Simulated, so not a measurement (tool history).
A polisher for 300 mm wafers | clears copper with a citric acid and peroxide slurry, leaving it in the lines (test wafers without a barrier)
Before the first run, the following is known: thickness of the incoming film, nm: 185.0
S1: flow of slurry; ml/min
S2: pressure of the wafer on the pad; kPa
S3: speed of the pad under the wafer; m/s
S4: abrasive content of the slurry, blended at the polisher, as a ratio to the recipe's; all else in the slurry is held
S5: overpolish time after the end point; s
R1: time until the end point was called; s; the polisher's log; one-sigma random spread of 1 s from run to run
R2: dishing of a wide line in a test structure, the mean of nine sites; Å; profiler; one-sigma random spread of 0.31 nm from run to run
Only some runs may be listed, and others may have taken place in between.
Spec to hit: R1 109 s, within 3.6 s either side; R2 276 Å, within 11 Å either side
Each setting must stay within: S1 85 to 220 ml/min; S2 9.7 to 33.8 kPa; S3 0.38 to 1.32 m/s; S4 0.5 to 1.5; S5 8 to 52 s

{"run": 1, "day": 0.0, "S1": 140, "S2": 21.4, "S3": 0.84, "S4": 1, "S5": 26, "R1": 93.918, "R2": 317.91}
{"run": 2, "day": 0.354, "S1": 130, "S2": 20.7, "S3": 0.84, "S4": 1, "S5": 26, "R1": 99.386, "R2": 305.21}
{"run": 3, "day": 0.671, "S1": 120, "S2": 20.7, "S3": 0.84, "S4": 1, "S5": 26, "R1": 100.33, "R2": 304.08}
{"run": 4, "day": 0.8, "S1": 120, "S2": 20.7, "S3": 0.84, "S4": 1, "S5": 37, "R1": 99.58, "R2": 399.08}
{"run": 5, "day": 1.029, "S1": 105, "S2": 20.7, "S3": 0.84, "S4": 1, "S5": 37, "R1": 100.5, "R2": 395.12}
{"run": 6, "day": 1.379, "S1": 115, "S2": 20, "S3": 0.84, "S4": 1, "S5": 33, "R1": 103.53, "R2": 362.7}
{"run": 7, "day": 1.717, "S1": 110, "S2": 19.3, "S3": 0.84, "S4": 1, "S5": 23, "R1": 107.09, "R2": 254.35}
{"run": 8, "day": 1.846, "S1": 110, "S2": 19.3, "S3": 0.84, "S4": 1, "S5": 24, "R1": 107.37, "R2": 264.31}

Which one of the following 4 next-run settings gets every result inside its allowed miss? There is exactly one.
{"run": "A", "day": 1.975, "S1": 115, "S2": 20, "S3": 0.76, "S4": 1.15, "S5": 25, "R1": "?", "R2": "?"}
{"run": "B", "day": 1.975, "S1": 135, "S2": 15.2, "S3": 0.98, "S4": 1.05, "S5": 28, "R1": "?", "R2": "?"}
{"run": "C", "day": 1.975, "S1": 115, "S2": 17.9, "S3": 0.92, "S4": 1, "S5": 21, "R1": "?", "R2": "?"}
{"run": "D", "day": 1.975, "S1": 120, "S2": 17.2, "S3": 0.84, "S4": 1, "S5": 32, "R1": "?", "R2": "?"}

move=A R1=107.85 R2=276.67
move=B R1=117.3 R2=279.86
move=C R1=107.51 R2=237.23
move=D R1=118.45 R2=312.75
A: in spec on every target
B: brings the last run's worst result on target, with another outside its allowed miss
C: its largest miss is bigger than the last run's
D: pushes the last run's worst result past its target
Answer: A

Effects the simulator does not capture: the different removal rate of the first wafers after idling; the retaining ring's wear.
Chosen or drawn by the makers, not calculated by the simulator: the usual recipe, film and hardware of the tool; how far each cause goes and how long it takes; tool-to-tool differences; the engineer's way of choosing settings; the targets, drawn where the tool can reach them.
